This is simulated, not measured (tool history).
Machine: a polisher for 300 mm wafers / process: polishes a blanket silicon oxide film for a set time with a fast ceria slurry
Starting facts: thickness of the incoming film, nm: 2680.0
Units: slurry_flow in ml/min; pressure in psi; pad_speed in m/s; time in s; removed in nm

run  hour  slurry_flow  pressure  pad_speed  time  removed
  1     0          290       2.7       1.12    72   1363.7
  2   8.7          290       2.4       1.12    72   1223.3
  3  15.6          290       2.1        1.1    72   1129.4
  4  21.7          290       2.1        1.1    72   1093.4
  5  22.4          290       1.9       1.08    72    999.5
  6  30.3          290       1.9       1.32    72   1204.8
  7  37.9          290       1.7       1.24    72   1036.2

Estimate the outcome of run 8 from the log above:
  8  38.5          290       1.6        1.2    72        ?

{"run 8": {"removed": 952.98}}
